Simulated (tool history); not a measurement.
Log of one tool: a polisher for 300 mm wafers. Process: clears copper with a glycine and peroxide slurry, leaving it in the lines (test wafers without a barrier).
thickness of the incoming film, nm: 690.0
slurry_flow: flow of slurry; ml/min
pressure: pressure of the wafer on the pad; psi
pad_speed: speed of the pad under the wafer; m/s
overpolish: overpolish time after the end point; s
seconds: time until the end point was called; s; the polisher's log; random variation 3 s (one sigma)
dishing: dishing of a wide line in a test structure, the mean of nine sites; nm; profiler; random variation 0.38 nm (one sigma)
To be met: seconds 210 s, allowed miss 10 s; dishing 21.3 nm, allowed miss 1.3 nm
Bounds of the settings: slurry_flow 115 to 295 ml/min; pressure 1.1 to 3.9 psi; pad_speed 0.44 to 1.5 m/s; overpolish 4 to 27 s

run  hour  slurry_flow  pressure  pad_speed  overpolish  seconds  dishing
  1     0          190       2.5       0.96          14    154.7   37.228
  2   7.4          190       2.4       0.96          13   163.04   34.968
  3  10.9          160       2.4       0.96          13    162.3    33.63
  4  14.8          160       2.4       0.96          15   163.29    37.58
  5  17.6          160       2.3       0.96          14   161.47   34.332
  6  25.5          160       2.1       0.94          13   175.85   33.013
  7  32.4          160         2       0.92          12   178.49   30.264
  8  38.3          160       1.9        0.9          11   186.21   26.189

Which of these 4 next moves meets every target?
  A  44.2          150       1.9        0.8           9        ?        ?
  B  44.2          155       1.5       1.02           9        ?        ?
  C  44.2          120       1.8       1.18           8        ?        ?
  D  44.2          195       2.1        0.9          14        ?        ?

move  seconds  dishing
   A   212.62   21.562
   B    194.1   23.041
   C   165.84   23.611
   D   180.56   33.968
A: meets every target
B: nearer than the last run, and not there yet
C: further off than the last run
D: further off than the last run
Move A is the one to make.
